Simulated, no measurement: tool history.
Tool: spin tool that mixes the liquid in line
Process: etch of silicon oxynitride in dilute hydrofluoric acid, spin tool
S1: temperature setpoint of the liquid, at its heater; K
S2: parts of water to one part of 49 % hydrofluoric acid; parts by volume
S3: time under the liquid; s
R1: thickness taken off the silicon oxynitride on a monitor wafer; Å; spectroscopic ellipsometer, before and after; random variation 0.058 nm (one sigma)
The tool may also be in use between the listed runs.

{"run": 1, "day": 0.0, "S1": 294.15, "S2": 150, "S3": 265, "R1": 21.689}
{"run": 2, "day": 0.304, "S1": 294.15, "S2": 175, "S3": 265, "R1": 18.202}
{"run": 3, "day": 0.588, "S1": 296.15, "S2": 155, "S3": 265, "R1": 23.393}
{"run": 4, "day": 0.717, "S1": 293.15, "S2": 155, "S3": 265, "R1": 20.14}
{"run": 5, "day": 0.938, "S1": 291.15, "S2": 155, "S3": 265, "R1": 18.185}
{"run": 6, "day": 1.292, "S1": 291.15, "S2": 155, "S3": 265, "R1": 18.083}
{"run": 7, "day": 1.392, "S1": 294.15, "S2": 140, "S3": 265, "R1": 23.828}
{"run": 8, "day": 1.608, "S1": 296.15, "S2": 135, "S3": 265, "R1": 26.6}
{"run": 9, "day": 1.675, "S1": 297.65, "S2": 125, "S3": 265, "R1": 30.76}
{"run": 10, "day": 1.796, "S1": 297.65, "S2": 125, "S3": 265, "R1": 31.725}
{"run": 11, "day": 1.967, "S1": 298.65, "S2": 125, "S3": 265, "R1": 32.966}

Forecast run 12:
{"run": 12, "day": 2.112, "S1": 299.65, "S2": 125, "S3": 265, "R1": "?"}

{"run 12": {"R1": 34.561}}
